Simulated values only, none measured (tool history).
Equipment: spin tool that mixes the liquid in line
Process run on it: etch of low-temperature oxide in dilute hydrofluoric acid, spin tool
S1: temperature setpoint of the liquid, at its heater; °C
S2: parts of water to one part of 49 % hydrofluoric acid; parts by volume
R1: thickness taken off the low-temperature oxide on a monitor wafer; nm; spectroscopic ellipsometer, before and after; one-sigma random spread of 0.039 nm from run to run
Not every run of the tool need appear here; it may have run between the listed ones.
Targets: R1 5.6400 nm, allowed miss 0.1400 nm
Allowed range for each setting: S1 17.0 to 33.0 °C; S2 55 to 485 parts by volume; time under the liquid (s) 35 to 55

{"run": 1, "day": 0.0, "S1": 25.0, "S2": 270, "time under the liquid (s)": 55, "R1": 3.9295}
{"run": 2, "day": 0.1, "S1": 25.0, "S2": 270, "time under the liquid (s)": 35, "R1": 2.4389}
{"run": 3, "day": 0.358, "S1": 26.0, "S2": 270, "time under the liquid (s)": 35, "R1": 2.5769}
{"run": 4, "day": 0.575, "S1": 23.5, "S2": 230, "time under the liquid (s)": 35, "R1": 2.8625}
{"run": 5, "day": 0.762, "S1": 26.0, "S2": 230, "time under the liquid (s)": 35, "R1": 3.1087}
{"run": 6, "day": 1.129, "S1": 26.0, "S2": 160, "time under the liquid (s)": 35, "R1": 4.9476}
{"run": 7, "day": 1.388, "S1": 27.0, "S2": 160, "time under the liquid (s)": 35, "R1": 5.1166}
{"run": 8, "day": 1.558, "S1": 27.5, "S2": 160, "time under the liquid (s)": 35, "R1": 5.1462}
{"run": 9, "day": 1.683, "S1": 28.0, "S2": 160, "time under the liquid (s)": 35, "R1": 5.2353}
{"run": 10, "day": 1.929, "S1": 28.5, "S2": 160, "time under the liquid (s)": 35, "R1": 5.4243}
{"run": 11, "day": 2.225, "S1": 29.0, "S2": 160, "time under the liquid (s)": 35, "R1": 5.4915}

Which of these 5 next moves meets every target?
{"run": "A", "day": 2.521, "S1": 32.5, "S2": 180, "time under the liquid (s)": 35, "R1": "?"}
{"run": "B", "day": 2.521, "S1": 25.5, "S2": 140, "time under the liquid (s)": 35, "R1": "?"}
{"run": "C", "day": 2.521, "S1": 28.5, "S2": 160, "time under the liquid (s)": 35, "R1": "?"}
{"run": "D", "day": 2.521, "S1": 28.5, "S2": 145, "time under the liquid (s)": 35, "R1": "?"}
{"run": "E", "day": 2.521, "S1": 32.0, "S2": 180, "time under the liquid (s)": 35, "R1": "?"}

move=A R1=5.3616
move=B R1=5.6343
move=C R1=5.3767
move=D R1=6.0464
move=E R1=5.2706
A: misses by more than the last run did
B: every result within its allowed miss
C: misses by more than the last run did
D: takes the result that was furthest off past its target
E: misses by more than the last run did
Answer: B
